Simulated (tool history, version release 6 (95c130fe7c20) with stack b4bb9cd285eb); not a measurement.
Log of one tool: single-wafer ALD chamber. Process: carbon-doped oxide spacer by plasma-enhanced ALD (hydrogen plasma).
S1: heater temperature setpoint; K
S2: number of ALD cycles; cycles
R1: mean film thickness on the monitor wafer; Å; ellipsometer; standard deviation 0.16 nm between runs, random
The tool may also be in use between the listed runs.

run 1 hour=0.0 | S1=653.15 S2=605 | R1=299.97
run 2 hour=1.8 | S1=653.15 S2=626 | R1=308.83
run 3 hour=6.5 | S1=653.15 S2=642 | R1=316.52
run 4 hour=8.9 | S1=653.15 S2=561 | R1=276.71
run 5 hour=18.3 | S1=659.15 S2=561 | R1=277.25
run 6 hour=25.6 | S1=650.15 S2=561 | R1=277.75

Run 7, settings as shown, results not yet in. Your forecast:
run 7 hour=30.0 | S1=650.15 S2=561 | R1=?

{"run 7": {"R1": 275.92}}
